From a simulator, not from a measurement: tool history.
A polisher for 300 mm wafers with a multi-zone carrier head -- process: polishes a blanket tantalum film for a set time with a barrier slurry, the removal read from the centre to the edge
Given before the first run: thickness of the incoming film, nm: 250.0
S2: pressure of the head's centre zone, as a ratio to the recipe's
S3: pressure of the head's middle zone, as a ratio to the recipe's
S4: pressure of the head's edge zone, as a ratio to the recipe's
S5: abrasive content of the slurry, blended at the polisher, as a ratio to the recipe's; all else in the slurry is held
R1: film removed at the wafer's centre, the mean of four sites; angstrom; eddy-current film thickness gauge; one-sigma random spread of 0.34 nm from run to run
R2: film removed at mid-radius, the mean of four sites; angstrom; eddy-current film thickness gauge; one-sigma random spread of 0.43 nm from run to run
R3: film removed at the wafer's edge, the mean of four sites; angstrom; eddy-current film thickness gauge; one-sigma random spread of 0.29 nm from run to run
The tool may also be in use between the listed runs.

Run 1, day 0: flow of slurry (ml/min) 215, S2 1, S3 1, S4 1, S5 1, polishing time (s) 50. Result: R1 661.92 angstrom, R2 687.47 angstrom, R3 672.05 angstrom.
Run 2, day 0.188: flow of slurry (ml/min) 215, S2 1.08, S3 1, S4 1, S5 1, polishing time (s) 50. Result: R1 717.41 angstrom, R2 683.97 angstrom, R3 676.84 angstrom.
Run 3, day 0.312: flow of slurry (ml/min) 215, S2 1.08, S3 1, S4 1, S5 1, polishing time (s) 43. Result: R1 617.29 angstrom, R2 599.14 angstrom, R3 579.03 angstrom.
Run 4, day 0.579: flow of slurry (ml/min) 210, S2 1.05, S3 0.98, S4 0.99, S5 0.95, polishing time (s) 42. Result: R1 574.83 angstrom, R2 568.69 angstrom, R3 549.98 angstrom.
Run 5, day 0.85: flow of slurry (ml/min) 210, S2 1.05, S3 0.98, S4 0.99, S5 1.05, polishing time (s) 42. Result: R1 601.76 angstrom, R2 579.88 angstrom, R3 572.47 angstrom.
Run 6, day 1.104: flow of slurry (ml/min) 210, S2 1.05, S3 0.98, S4 0.92, S5 1.05, polishing time (s) 42. Result: R1 592.68 angstrom, R2 561.99 angstrom, R3 554.4 angstrom.
Run 7, day 1.338: flow of slurry (ml/min) 205, S2 1.03, S3 0.96, S4 0.91, S5 1, polishing time (s) 41. Result: R1 565.51 angstrom, R2 549.69 angstrom, R3 532.35 angstrom.
Run 8, day 1.625: flow of slurry (ml/min) 200, S2 1.02, S3 0.94, S4 0.94, S5 0.95, polishing time (s) 39. Result: R1 515.38 angstrom, R2 503.43 angstrom, R3 504.25 angstrom.
Run 9, day 1.867: flow of slurry (ml/min) 195, S2 1.01, S3 0.93, S4 0.93, S5 0.9, polishing time (s) 38. Result: R1 491.32 angstrom, R2 467.34 angstrom, R3 473.21 angstrom.
Run 10, day 1.921: flow of slurry (ml/min) 190, S2 0.99, S3 0.92, S4 0.92, S5 0.85, polishing time (s) 38. Result: R1 462.88 angstrom, R2 452.33 angstrom, R3 464.64 angstrom.
Run 11, day 2.271: flow of slurry (ml/min) 190, S2 0.98, S3 0.92, S4 0.91, S5 0.8, polishing time (s) 38. Result: R1 456.76 angstrom, R2 443.03 angstrom, R3 444.64 angstrom.
Run 12, day 2.329: flow of slurry (ml/min) 185, S2 0.96, S3 0.91, S4 0.9, S5 0.75, polishing time (s) 38. Result: R1 433.36 angstrom, R2 419.76 angstrom, R3 431.76 angstrom.

Predict the results of run 13:
Run 13, day 2.608: flow of slurry (ml/min) 180, S2 0.94, S3 0.91, S4 0.89, S5 0.75, polishing time (s) 38. Result: R1 ?, R2 ?, R3 ?.

Run 13 came out at R1 425.9 angstrom, R2 429.28 angstrom, R3 425.76 angstrom.
